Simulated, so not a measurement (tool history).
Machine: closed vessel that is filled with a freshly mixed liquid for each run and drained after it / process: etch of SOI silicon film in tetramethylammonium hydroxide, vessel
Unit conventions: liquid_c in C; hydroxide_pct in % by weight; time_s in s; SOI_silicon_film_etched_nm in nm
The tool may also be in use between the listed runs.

| run | hour | liquid_c | hydroxide_pct | time_s | SOI_silicon_film_etched_nm |
|---|---|---|---|---|---|
| 1 | 0 | 70 | 10 | 85 | 532.79 |
| 2 | 4.2 | 70 | 10 | 90 | 568.06 |
| 3 | 12.4 | 71.5 | 10 | 90 | 619.46 |
| 4 | 17 | 71.5 | 9 | 90 | 648.75 |
| 5 | 25 | 72.5 | 9 | 90 | 687.09 |
| 6 | 32.8 | 72.5 | 8 | 90 | 711.67 |

Run 7 has not been measured yet. What should we expect?
| 7 | 37.3 | 73 | 8 | 90 | ? |

SOI_silicon_film_etched_nm: 732.81 nm
